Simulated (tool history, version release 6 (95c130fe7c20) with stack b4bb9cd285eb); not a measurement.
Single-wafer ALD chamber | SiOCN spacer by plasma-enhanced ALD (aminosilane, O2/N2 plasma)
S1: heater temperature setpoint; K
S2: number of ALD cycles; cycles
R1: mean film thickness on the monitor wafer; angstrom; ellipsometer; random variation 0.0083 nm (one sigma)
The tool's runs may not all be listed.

run 1 day=0 | S1=673.15 S2=30 | R1=16.545
run 2 day=0.117 | S1=680.15 S2=30 | R1=16.146
run 3 day=0.383 | S1=680.15 S2=34 | R1=18.257
run 4 day=0.596 | S1=682.15 S2=32 | R1=17.105
run 5 day=0.646 | S1=684.15 S2=30 | R1=15.935
run 6 day=0.85 | S1=693.15 S2=30 | R1=15.487
run 7 day=0.967 | S1=694.15 S2=29 | R1=15.072

The next listed run, before its measurement:
run 8 day=1.212 | S1=695.15 S2=28 | R1=?

Run 8 gave R1 14.381 angstrom.
